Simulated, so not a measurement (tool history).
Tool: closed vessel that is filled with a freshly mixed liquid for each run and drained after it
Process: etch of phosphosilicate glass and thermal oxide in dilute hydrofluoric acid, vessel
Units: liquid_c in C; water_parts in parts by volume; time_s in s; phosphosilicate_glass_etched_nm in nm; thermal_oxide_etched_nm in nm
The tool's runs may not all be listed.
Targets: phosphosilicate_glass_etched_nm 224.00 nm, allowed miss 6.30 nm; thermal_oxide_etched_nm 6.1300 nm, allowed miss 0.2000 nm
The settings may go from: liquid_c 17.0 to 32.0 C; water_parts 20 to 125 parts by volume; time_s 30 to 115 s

run,hour,liquid_c,water_parts,time_s,phosphosilicate_glass_etched_nm,thermal_oxide_etched_nm
1,0.0,24.0,70,60,151.91,4.1167
2,5.5,26.5,70,60,170.48,4.5535
3,11.6,27.5,70,60,172.82,4.7687
4,17.9,25.5,70,60,161.96,4.4459
5,22.2,27.5,70,60,172.30,4.7941
6,26.8,24.0,70,60,154.10,4.1774
7,32.3,26.0,70,60,163.50,4.5397
8,36.7,27.5,65,60,189.72,5.1983
9,43.9,28.5,65,60,198.54,5.4514

4 next moves are on the table. One of them brings every result within its allowed miss. Which?
A,51.1,27.5,55,55,?,?
B,51.1,32.0,90,70,?,?
C,51.1,24.5,45,40,?,?
D,51.1,30.0,70,70,?,?

move,phosphosilicate_glass_etched_nm,thermal_oxide_etched_nm
A,211.10,5.6957
B,185.45,5.0036
C,168.50,4.5464
D,227.78,6.1456
A: nearer than the last run, and not there yet
B: further off than the last run
C: further off than the last run
D: meets every target
Answer: D
